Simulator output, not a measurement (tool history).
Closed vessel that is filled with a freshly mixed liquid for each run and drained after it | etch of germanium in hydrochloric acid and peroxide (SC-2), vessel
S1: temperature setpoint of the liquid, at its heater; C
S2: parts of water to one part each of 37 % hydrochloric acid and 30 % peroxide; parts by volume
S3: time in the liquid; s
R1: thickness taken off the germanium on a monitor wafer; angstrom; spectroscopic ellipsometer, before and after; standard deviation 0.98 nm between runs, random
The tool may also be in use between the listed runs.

Run 1, day 0.000: S1 46.0 C, S2 11 parts by volume, S3 100 s. Result: R1 1890.9 angstrom.
Run 2, day 0.342: S1 52.0 C, S2 11 parts by volume, S3 100 s. Result: R1 2297.7 angstrom.
Run 3, day 0.696: S1 57.0 C, S2 11 parts by volume, S3 100 s. Result: R1 2648.7 angstrom.
Run 4, day 0.988: S1 57.0 C, S2 11 parts by volume, S3 100 s. Result: R1 2656.2 angstrom.
Run 5, day 1.200: S1 54.0 C, S2 11 parts by volume, S3 100 s. Result: R1 2413.4 angstrom.
Run 6, day 1.450: S1 54.0 C, S2 11 parts by volume, S3 105 s. Result: R1 2543.1 angstrom.
Run 7, day 1.512: S1 51.5 C, S2 11 parts by volume, S3 105 s. Result: R1 2374.7 angstrom.
Run 8, day 1.817: S1 49.5 C, S2 11 parts by volume, S3 105 s. Result: R1 2234.6 angstrom.
Run 9, day 2.121: S1 47.5 C, S2 11 parts by volume, S3 105 s. Result: R1 2099.6 angstrom.

The next listed run, before its measurement:
Run 10, day 2.162: S1 46.0 C, S2 11 parts by volume, S3 105 s. Result: R1 ?.

{"run 10": {"R1": 2008.0}}
